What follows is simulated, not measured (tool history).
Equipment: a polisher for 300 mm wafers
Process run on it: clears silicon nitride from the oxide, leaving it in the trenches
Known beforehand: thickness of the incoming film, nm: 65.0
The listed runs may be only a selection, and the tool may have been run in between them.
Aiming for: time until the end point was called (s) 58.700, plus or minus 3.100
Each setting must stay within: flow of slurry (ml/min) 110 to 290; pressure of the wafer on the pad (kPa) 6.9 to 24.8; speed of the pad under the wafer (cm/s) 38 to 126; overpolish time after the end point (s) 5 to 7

run,hour,flow of slurry (ml/min),pressure of the wafer on the pad (kPa),speed of the pad under the wafer (cm/s),overpolish time after the end point (s),time until the end point was called (s)
1,0.0,185,15.9,82,7,123.080
2,8.5,185,15.9,64,7,156.870
3,17.5,190,18.6,74,7,117.120
4,24.9,190,22.8,74,7,96.421
# hour 31.1: worn pad replaced by a new one
5,31.1,190,22.8,74,7,87.949
6,34.8,175,22.8,74,7,91.126
7,41.3,175,23.4,82,7,76.222
8,48.6,180,24.8,96,7,63.107

Exercise: of the 5 proposed moves below, exactly one satisfies all targets within the stated allowed misses. Which move is it?
A,55.9,215,23.4,92,7,?
B,55.9,150,17.2,122,5,?
C,55.9,210,24.1,96,7,?
D,55.9,160,24.8,96,7,?
E,55.9,190,24.8,106,5,?

move,time until the end point was called (s)
A,68.603
B,71.062
C,64.270
D,64.495
E,57.467
A: the biggest miss grows against the last run
B: the biggest miss grows against the last run
C: the biggest miss grows against the last run
D: the biggest miss grows against the last run
E: every result within its allowed miss
E meets every target.

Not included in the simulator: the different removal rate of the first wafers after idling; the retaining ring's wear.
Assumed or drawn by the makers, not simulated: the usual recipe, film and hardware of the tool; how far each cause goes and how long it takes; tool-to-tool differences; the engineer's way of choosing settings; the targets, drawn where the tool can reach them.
